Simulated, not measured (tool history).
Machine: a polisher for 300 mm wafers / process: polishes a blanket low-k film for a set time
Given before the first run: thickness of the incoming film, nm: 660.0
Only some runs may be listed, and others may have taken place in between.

run	hour	flow of slurry (ml/min)	pressure of the wafer on the pad (kPa)	speed of the pad under the wafer (m/s)	abrasive content of the slurry	polishing time (s)	film removed (angstrom)
1	0.0	230	11.7	1.24	1.00	35	140.59
2	7.0	235	13.8	1.38	1.00	35	178.24
3	11.0	235	13.8	1.38	1.00	35	176.49
4	18.9	235	15.2	1.38	1.00	35	198.49
5	25.4	235	15.2	1.38	0.80	35	169.57
6	27.0	240	16.5	1.58	0.85	35	214.42

Forecast run 7:
7	35.5	245	17.2	1.70	0.90	35	?

Run 7 came out at film removed (angstrom) 242.53.
